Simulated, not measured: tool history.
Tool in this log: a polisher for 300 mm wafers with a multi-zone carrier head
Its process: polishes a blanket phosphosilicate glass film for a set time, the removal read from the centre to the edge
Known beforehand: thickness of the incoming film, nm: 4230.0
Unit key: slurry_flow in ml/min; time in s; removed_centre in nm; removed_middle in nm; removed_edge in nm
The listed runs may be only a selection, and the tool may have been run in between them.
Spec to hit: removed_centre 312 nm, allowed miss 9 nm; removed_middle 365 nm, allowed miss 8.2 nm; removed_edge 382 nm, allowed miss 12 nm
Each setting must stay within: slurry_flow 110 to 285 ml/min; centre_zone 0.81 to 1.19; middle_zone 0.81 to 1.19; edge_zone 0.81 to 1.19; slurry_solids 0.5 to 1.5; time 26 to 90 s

run  hour  slurry_flow  centre_zone  middle_zone  edge_zone  slurry_solids  time  removed_centre  removed_middle  removed_edge
  1     0          180            1            1          1              1    58          406.06          414.05        409.33
  2   2.9          180            1            1          1              1    63          435.37          448.42         434.5
  3   8.4          180            1            1          1            1.1    63          450.94          463.46        456.79
  4  12.2          180            1            1       1.05            1.1    63          451.28          462.65        475.97
  5  20.1          180            1            1       1.08            1.1    63          458.04          463.03        476.16
  6  23.1          180            1            1       1.08            1.1    74          531.74          545.59        559.39
  7  25.2          170         0.97         0.99       1.07              1    74          499.09          516.44        541.06
  8  33.7          135         0.87         1.01       0.97           0.75    64          330.15          389.99        378.61
  9  41.3          130         0.87            1       0.98           0.75    64           327.8          380.85         382.3
 10  45.9          130         0.87            1       0.98           0.75    64          320.49          379.44        383.03
 11  46.4          120         0.87         0.99       0.98           0.75    64          322.07          371.81        376.95

5 next moves are on the table. One of them brings every result within its allowed miss. Which?
  A  46.9          125         0.93         1.01       0.99            0.7    65               ?               ?             ?
  B  46.9          160         0.95         1.02       0.97            0.6    68               ?               ?             ?
  C  46.9          175         0.92         0.95       0.93            0.6    67               ?               ?             ?
  D  46.9          210         0.87         0.87        0.9            0.6    69               ?               ?             ?
  E  46.9          150         0.87         0.99       1.08            0.8    59               ?               ?             ?

move  removed_centre  removed_middle  removed_edge
   A          336.22          373.87        374.85
   B          348.46           380.4        370.75
   C          336.91          358.65        361.71
   D          336.38          352.95        373.63
   E          313.07          365.23        385.26
A: further off than the last run
B: further off than the last run
C: further off than the last run
D: further off than the last run
E: in spec on every target
Move E is the one to make.

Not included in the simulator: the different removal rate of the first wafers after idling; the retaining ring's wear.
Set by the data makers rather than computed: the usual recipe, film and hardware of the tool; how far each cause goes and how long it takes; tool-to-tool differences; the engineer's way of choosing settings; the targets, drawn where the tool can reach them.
